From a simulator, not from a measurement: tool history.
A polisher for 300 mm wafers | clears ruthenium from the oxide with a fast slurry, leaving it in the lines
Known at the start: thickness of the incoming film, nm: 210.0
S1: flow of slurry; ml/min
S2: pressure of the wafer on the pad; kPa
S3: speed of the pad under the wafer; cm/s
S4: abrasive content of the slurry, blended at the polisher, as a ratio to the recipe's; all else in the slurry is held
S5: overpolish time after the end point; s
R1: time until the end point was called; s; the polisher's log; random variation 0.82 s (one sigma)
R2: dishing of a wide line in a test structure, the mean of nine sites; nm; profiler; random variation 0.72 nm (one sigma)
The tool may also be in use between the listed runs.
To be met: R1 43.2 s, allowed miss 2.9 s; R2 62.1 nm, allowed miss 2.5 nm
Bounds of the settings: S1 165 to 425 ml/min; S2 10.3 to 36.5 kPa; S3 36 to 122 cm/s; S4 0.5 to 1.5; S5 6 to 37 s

run  hour   S1    S2  S3  S4  S5      R1      R2
  1     0  275  23.4  78   1  19   49.71  48.631
  2   6.8  275  23.4  62   1  19  61.154  42.512
  3   8.8  305  23.4  62   1  19  59.431  43.462
  4  16.3  305  23.4  62   1  14   58.06  34.457
  5  17.7  295  25.5  64   1  16  55.722  40.844
  6    22  290  28.3  66   1  17  47.648  45.794
  7  23.4  285    29  66   1  19  45.132  49.976
  8  26.4  280    29  66   1  20  46.085  50.348
  9  27.2  275    29  68   1  21  43.362   52.39

Which of these 4 next moves meets every target?
  A    28  280  30.3  70   0.9  31   ?   ?
  B    28  210  24.8  78   1.2  17   ?   ?
  C    28  275  29.6  66     1  14   ?   ?
  D    28  285  26.2  68  1.25  14   ?   ?

move      R1      R2
   A  44.638   61.21
   B  45.098  47.609
   C  46.468  41.899
   D  46.781  41.728
A: meets every target
B: further off than the last run
C: further off than the last run
D: further off than the last run
Answer: A

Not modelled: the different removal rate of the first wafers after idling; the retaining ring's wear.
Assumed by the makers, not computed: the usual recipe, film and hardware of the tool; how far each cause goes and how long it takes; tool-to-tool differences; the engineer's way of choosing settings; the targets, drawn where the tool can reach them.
